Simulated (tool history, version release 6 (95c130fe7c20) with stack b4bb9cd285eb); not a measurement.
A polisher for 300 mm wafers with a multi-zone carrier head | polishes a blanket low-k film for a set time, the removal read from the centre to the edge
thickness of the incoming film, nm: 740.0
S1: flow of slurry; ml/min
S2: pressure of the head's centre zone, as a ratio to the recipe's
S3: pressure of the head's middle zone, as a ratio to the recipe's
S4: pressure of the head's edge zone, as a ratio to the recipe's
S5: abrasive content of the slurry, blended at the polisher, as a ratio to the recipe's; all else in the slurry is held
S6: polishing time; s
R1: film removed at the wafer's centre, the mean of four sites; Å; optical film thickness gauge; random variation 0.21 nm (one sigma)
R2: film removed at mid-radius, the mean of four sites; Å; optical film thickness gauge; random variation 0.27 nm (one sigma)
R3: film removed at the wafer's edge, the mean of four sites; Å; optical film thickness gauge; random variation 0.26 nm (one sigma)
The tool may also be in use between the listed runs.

run	hour	S1	S2	S3	S4	S5	S6	R1	R2	R3
1	0.0	235	1.00	1.00	1.00	1.00	34	170.08	167.89	164.16
2	2.6	245	1.05	1.03	1.04	1.10	34	186.54	179.62	177.43
3	9.4	245	1.05	1.03	1.04	1.00	34	178.54	172.07	165.94
4	15.5	245	1.05	1.03	1.04	0.85	34	168.23	163.49	158.39
5	18.3	245	1.05	1.00	1.04	0.85	34	168.02	159.62	158.48
6	20.3	255	1.09	1.04	1.06	1.00	34	187.04	174.22	170.74
7	23.4	265	1.12	1.07	1.08	1.10	34	198.75	181.61	174.97
8	31.7	265	1.12	1.08	1.09	1.20	34	207.94	189.42	186.52
9	35.7	270	1.13	1.10	1.10	1.25	34	212.74	191.18	190.93
10	39.6	270	1.13	1.12	1.09	1.30	34	212.97	197.95	190.72
11	40.9	275	1.14	1.14	1.10	1.35	34	222.06	206.20	192.92

The next listed run, before its measurement:
12	41.5	280	1.14	1.15	1.11	1.40	34	?	?	?

{"run 12": {"R1": 225.1, "R2": 217.11, "R3": 193.31}}
